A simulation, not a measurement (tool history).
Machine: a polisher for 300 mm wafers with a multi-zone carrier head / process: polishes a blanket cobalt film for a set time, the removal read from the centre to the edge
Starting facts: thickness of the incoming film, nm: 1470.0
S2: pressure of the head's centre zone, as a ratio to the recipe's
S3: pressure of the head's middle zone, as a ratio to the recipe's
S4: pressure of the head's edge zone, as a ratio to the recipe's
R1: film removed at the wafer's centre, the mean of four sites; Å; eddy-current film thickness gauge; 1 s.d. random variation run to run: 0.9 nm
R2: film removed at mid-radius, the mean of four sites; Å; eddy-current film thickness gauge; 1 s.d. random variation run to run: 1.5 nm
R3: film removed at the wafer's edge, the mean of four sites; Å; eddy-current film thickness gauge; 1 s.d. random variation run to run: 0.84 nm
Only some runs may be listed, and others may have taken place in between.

Run 1, day 0.000: flow of slurry (ml/min) 235, S2 1.00, S3 1.00, S4 1.00, polishing time (s) 79. Result: R1 2035.9 Å, R2 1999.3 Å, R3 2043.3 Å.
Run 2, day 0.171: flow of slurry (ml/min) 235, S2 1.00, S3 0.98, S4 0.98, polishing time (s) 75. Result: R1 1918.3 Å, R2 1831.0 Å, R3 1947.5 Å.
Run 3, day 0.442: flow of slurry (ml/min) 235, S2 1.01, S3 0.98, S4 0.97, polishing time (s) 71. Result: R1 1828.8 Å, R2 1794.2 Å, R3 1788.7 Å.
Run 4, day 0.479: flow of slurry (ml/min) 235, S2 1.01, S3 1.06, S4 0.97, polishing time (s) 71. Result: R1 1864.8 Å, R2 1941.8 Å, R3 1811.5 Å.
Run 5, day 0.583: flow of slurry (ml/min) 235, S2 1.06, S3 1.06, S4 0.97, polishing time (s) 71. Result: R1 1899.1 Å, R2 1933.1 Å, R3 1816.8 Å.
Run 6, day 0.625: flow of slurry (ml/min) 235, S2 1.06, S3 1.06, S4 0.94, polishing time (s) 71. Result: R1 1915.2 Å, R2 1915.1 Å, R3 1764.5 Å.

For run 7, what comes out?
Run 7, day 0.779: flow of slurry (ml/min) 230, S2 1.06, S3 1.03, S4 0.93, polishing time (s) 69. Result: R1 ?, R2 ?, R3 ?.

Run 7 gave R1 1881.1 Å, R2 1763.8 Å, R3 1727.9 Å.

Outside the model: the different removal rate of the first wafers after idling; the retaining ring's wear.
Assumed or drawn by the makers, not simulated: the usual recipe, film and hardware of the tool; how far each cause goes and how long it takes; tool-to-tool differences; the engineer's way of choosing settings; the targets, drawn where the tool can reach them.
